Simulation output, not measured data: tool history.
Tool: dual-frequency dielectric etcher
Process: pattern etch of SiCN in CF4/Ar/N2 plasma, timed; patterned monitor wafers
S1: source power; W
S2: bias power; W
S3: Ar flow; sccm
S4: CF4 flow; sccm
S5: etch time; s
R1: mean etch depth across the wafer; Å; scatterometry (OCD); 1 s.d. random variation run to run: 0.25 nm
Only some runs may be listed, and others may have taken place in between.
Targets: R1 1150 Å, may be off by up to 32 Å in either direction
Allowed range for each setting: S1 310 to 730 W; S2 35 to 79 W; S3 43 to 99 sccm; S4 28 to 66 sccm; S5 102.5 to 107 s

run	hour	S1	S2	S3	S4	S5	R1
1	0	520	57	71	47	102.5	1007.1
2	2	570	57	71	47	102.5	1073.7
3	2.9	570	63	71	47	102.5	1116.3
4	9.5	570	63	71	47	102.5	1114.5
5	16.2	490	63	71	47	102.5	995.37
6	21.6	500	63	71	47	102.5	1012
7	27.5	510	63	71	47	102.5	1027.2
8	33.8	510	63	71	47	102.5	1026.3

5 candidate next runs follow, results not yet known. Just one meets every target within its allowed miss. Identify it.
A	40.1	500	72	69	43	104	?
B	40.1	560	77	75	28	102.5	?
C	40.1	580	70	83	49	102.5	?
D	40.1	500	70	76	40	106	?
E	40.1	510	60	72	51	105	?

move	R1
A	1070.6
B	1077.9
C	1154.9
D	1049.6
E	1047.1
A: gains on the last run, yet a result remains outside its allowed miss
B: gains on the last run, yet a result remains outside its allowed miss
C: meets every target
D: gains on the last run, yet a result remains outside its allowed miss
E: gains on the last run, yet a result remains outside its allowed miss
C meets every target.

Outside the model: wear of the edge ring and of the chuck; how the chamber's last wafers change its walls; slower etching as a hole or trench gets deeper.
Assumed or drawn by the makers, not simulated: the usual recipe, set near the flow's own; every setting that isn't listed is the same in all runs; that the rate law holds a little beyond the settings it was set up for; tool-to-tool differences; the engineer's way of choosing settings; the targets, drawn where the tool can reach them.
